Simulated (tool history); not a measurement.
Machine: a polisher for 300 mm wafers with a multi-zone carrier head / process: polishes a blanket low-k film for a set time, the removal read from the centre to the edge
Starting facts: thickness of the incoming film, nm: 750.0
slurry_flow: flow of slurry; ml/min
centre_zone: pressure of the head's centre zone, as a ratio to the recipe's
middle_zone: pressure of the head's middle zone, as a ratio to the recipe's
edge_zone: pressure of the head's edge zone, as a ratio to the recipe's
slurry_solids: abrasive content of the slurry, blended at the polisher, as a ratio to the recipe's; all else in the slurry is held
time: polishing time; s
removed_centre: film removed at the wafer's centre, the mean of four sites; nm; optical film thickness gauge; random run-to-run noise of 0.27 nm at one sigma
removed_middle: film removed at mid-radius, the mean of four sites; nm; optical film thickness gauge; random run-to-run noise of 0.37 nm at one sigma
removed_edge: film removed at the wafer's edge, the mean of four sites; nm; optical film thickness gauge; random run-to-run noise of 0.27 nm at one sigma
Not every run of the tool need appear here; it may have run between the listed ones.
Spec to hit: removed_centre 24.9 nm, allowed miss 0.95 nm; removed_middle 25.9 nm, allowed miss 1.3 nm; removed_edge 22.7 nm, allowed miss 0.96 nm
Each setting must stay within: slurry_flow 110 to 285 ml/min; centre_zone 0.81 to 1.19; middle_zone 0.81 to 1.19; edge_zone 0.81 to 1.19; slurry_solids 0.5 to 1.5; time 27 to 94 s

Run 1, hour 0: slurry_flow 180 ml/min, centre_zone 1, middle_zone 1, edge_zone 1, slurry_solids 1, time 60 s. Result: removed_centre 28.556 nm, removed_middle 28.892 nm, removed_edge 28.233 nm.
Run 2, hour 7.9: slurry_flow 180 ml/min, centre_zone 1, middle_zone 1, edge_zone 0.95, slurry_solids 1, time 60 s. Result: removed_centre 28.056 nm, removed_middle 29.363 nm, removed_edge 28.112 nm.
Run 3, hour 9.3: slurry_flow 180 ml/min, centre_zone 1.02, middle_zone 1.01, edge_zone 0.94, slurry_solids 0.9, time 60 s. Result: removed_centre 27.06 nm, removed_middle 27.381 nm, removed_edge 26.037 nm.
Run 4, hour 16: slurry_flow 180 ml/min, centre_zone 1.02, middle_zone 1.01, edge_zone 0.94, slurry_solids 0.9, time 71 s. Result: removed_centre 32.433 nm, removed_middle 32.354 nm, removed_edge 30.642 nm.
Run 5, hour 16.6: slurry_flow 150 ml/min, centre_zone 1.02, middle_zone 1.01, edge_zone 0.94, slurry_solids 0.9, time 71 s. Result: removed_centre 30.961 nm, removed_middle 31.144 nm, removed_edge 30.251 nm.
Run 6, hour 21.6: slurry_flow 150 ml/min, centre_zone 1.02, middle_zone 1.01, edge_zone 0.94, slurry_solids 1.1, time 71 s. Result: removed_centre 34.38 nm, removed_middle 35.091 nm, removed_edge 33.935 nm.
Run 7, hour 26: slurry_flow 160 ml/min, centre_zone 1.02, middle_zone 1.02, edge_zone 0.93, slurry_solids 0.95, time 70 s. Result: removed_centre 31.984 nm, removed_middle 33.325 nm, removed_edge 30.551 nm.
Run 8, hour 34.4: slurry_flow 160 ml/min, centre_zone 1.02, middle_zone 1.02, edge_zone 0.92, slurry_solids 0.85, time 70 s. Result: removed_centre 29.192 nm, removed_middle 30.012 nm, removed_edge 28.357 nm.
Run 9, hour 41.9: slurry_flow 160 ml/min, centre_zone 1.03, middle_zone 1.03, edge_zone 0.9, slurry_solids 0.8, time 70 s. Result: removed_centre 28.125 nm, removed_middle 28.407 nm, removed_edge 26.309 nm.
Run 10, hour 46.3: slurry_flow 155 ml/min, centre_zone 1.03, middle_zone 1.04, edge_zone 0.88, slurry_solids 0.8, time 70 s. Result: removed_centre 28.311 nm, removed_middle 29.263 nm, removed_edge 25.837 nm.
Run 11, hour 52.9: slurry_flow 150 ml/min, centre_zone 1.03, middle_zone 1.04, edge_zone 0.87, slurry_solids 0.8, time 70 s. Result: removed_centre 27.897 nm, removed_middle 29.121 nm, removed_edge 25.219 nm.
Run 12, hour 59.1: slurry_flow 145 ml/min, centre_zone 1.03, middle_zone 1.03, edge_zone 0.86, slurry_solids 0.8, time 70 s. Result: removed_centre 27.129 nm, removed_middle 28.649 nm, removed_edge 24.983 nm.
Run 13, hour 65: slurry_flow 140 ml/min, centre_zone 1.03, middle_zone 1.02, edge_zone 0.85, slurry_solids 0.8, time 70 s. Result: removed_centre 27.251 nm, removed_middle 28.204 nm, removed_edge 25.165 nm.
Run 14, hour 66.4: slurry_flow 135 ml/min, centre_zone 1.03, middle_zone 1.02, edge_zone 0.84, slurry_solids 0.8, time 70 s. Result: removed_centre 27.665 nm, removed_middle 27.373 nm, removed_edge 25.796 nm.
Run 15, hour 70.2: slurry_flow 135 ml/min, centre_zone 1.03, middle_zone 1.03, edge_zone 0.83, slurry_solids 0.8, time 70 s. Result: removed_centre 27.486 nm, removed_middle 27.622 nm, removed_edge 25.078 nm.
Run 16, hour 79: slurry_flow 135 ml/min, centre_zone 1.03, middle_zone 1.04, edge_zone 0.83, slurry_solids 0.8, time 70 s. Result: removed_centre 27.269 nm, removed_middle 28.029 nm, removed_edge 24.881 nm.

Below are 4 possible settings for the next run. Only one of them brings all results inside the allowed miss of their targets. Which is it?
Run A, hour 87.8: slurry_flow 125 ml/min, centre_zone 0.99, middle_zone 1.01, edge_zone 0.9, slurry_solids 0.8, time 67 s. Result: removed_centre ?, removed_middle ?, removed_edge ?.
Run B, hour 87.8: slurry_flow 160 ml/min, centre_zone 1.14, middle_zone 1.02, edge_zone 0.81, slurry_solids 0.7, time 71 s. Result: removed_centre ?, removed_middle ?, removed_edge ?.
Run C, hour 87.8: slurry_flow 165 ml/min, centre_zone 1.01, middle_zone 1.03, edge_zone 0.82, slurry_solids 1.1, time 50 s. Result: removed_centre ?, removed_middle ?, removed_edge ?.
Run D, hour 87.8: slurry_flow 115 ml/min, centre_zone 0.9, middle_zone 1.16, edge_zone 0.81, slurry_solids 0.75, time 74 s. Result: removed_centre ?, removed_middle ?, removed_edge ?.

move  removed_centre  removed_middle  removed_edge
   A          24.591          25.733        24.233
   B          27.407          25.872         22.68
   C          24.862          25.834        22.535
   D          23.419          29.493        23.728
A: puts the biggest miss on target and leaves a different result outside tolerance
B: moves away from the targets compared with the last run
C: each result inside its tolerance
D: pushes the last run's worst result past its target
Answer: C

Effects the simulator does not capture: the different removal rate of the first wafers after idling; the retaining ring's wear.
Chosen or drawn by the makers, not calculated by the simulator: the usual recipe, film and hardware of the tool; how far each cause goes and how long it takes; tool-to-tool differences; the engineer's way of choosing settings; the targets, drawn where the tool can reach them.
